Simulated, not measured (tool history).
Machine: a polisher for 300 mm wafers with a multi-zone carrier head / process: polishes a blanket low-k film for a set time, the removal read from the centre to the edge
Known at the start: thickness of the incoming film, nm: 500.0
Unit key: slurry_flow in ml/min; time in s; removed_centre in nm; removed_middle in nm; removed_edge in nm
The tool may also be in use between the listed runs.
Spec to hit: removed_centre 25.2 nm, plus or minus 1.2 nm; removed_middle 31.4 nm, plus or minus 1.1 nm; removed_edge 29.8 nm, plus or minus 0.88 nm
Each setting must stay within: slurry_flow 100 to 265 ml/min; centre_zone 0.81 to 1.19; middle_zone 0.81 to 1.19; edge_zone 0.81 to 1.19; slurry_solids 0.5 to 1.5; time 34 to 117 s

run  hour  slurry_flow  centre_zone  middle_zone  edge_zone  slurry_solids  time  removed_centre  removed_middle  removed_edge
  1     0          170            1            1          1              1    75          23.594          22.454        24.251
  2   1.4          175         0.99         1.02       1.01           1.05    75          22.992          23.683        24.622
  3   5.7          180         0.99         1.03       1.02            1.1    75          23.855          24.632        25.738
  4  14.1          185         0.99         1.04       1.03            1.1    75           24.16          25.021        26.093
  5  19.7          210         0.99         1.04       1.03            1.1    75          24.367          25.632        25.866
  6  20.6          210         0.99         1.04       1.03            0.9    75          22.165          23.358        23.866
  7  29.5          210         0.99         1.05       1.04           0.95    75          22.741          23.967        24.663
  8  37.9          245         0.92         1.15        1.1            1.2    76           24.46          30.359        29.103

4 candidate next runs follow, results not yet known. Just one meets every target within its allowed miss. Identify it.
  A  46.3          225         0.93         1.08       1.17            1.4    73               ?               ?             ?
  B  46.3          250         1.05         1.06       1.08           1.15    78               ?               ?             ?
  C  46.3          230         0.97         1.08        1.1            1.3    75               ?               ?             ?
  D  46.3          260         0.91         1.16       1.08            1.1    82               ?               ?             ?

move  removed_centre  removed_middle  removed_edge
   A           24.64          28.721        30.173
   B          27.902          28.274        28.856
   C          25.752          28.757        29.219
   D          25.055          31.671        29.823
A: the biggest miss grows against the last run
B: the biggest miss grows against the last run
C: the biggest miss grows against the last run
D: every result within its allowed miss
So the answer is move D, the one that meets all the targets.
